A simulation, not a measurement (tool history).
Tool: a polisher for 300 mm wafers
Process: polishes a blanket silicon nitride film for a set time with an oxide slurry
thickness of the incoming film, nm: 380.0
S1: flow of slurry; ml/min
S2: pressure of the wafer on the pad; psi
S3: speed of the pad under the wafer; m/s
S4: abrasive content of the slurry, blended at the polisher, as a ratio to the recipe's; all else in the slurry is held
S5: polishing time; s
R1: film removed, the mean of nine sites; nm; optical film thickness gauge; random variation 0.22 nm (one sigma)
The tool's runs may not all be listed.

| run | hour | S1 | S2 | S3 | S4 | S5 | R1 |
|---|---|---|---|---|---|---|---|
| 1 | 0 | 180 | 2.4 | 1.24 | 1 | 94 | 48.607 |
| 2 | 8.1 | 180 | 2.1 | 1.1 | 1 | 94 | 39.247 |
| 3 | 14.8 | 210 | 2.1 | 1.1 | 1 | 94 | 40.544 |
| 4 | 16.1 | 205 | 1.9 | 0.98 | 1 | 94 | 33.847 |
| 5 | 16.7 | 205 | 1.9 | 0.98 | 1 | 98 | 35.17 |
| 6 | 23.7 | 205 | 1.6 | 0.98 | 1 | 98 | 30.342 |
| 7 | 24.8 | 195 | 1.1 | 0.62 | 0.95 | 98 | 15.529 |
| 8 | 26.3 | 205 | 1.1 | 0.62 | 0.95 | 98 | 15.785 |
| 9 | 27.7 | 210 | 1.2 | 0.62 | 0.95 | 98 | 16.718 |
| 10 | 35.5 | 225 | 1.4 | 0.62 | 0.95 | 98 | 20.059 |

Forecast run 11:
| 11 | 41.2 | 200 | 1.4 | 0.62 | 0.95 | 98 | ? |

Run 11 gave R1 19.726 nm.

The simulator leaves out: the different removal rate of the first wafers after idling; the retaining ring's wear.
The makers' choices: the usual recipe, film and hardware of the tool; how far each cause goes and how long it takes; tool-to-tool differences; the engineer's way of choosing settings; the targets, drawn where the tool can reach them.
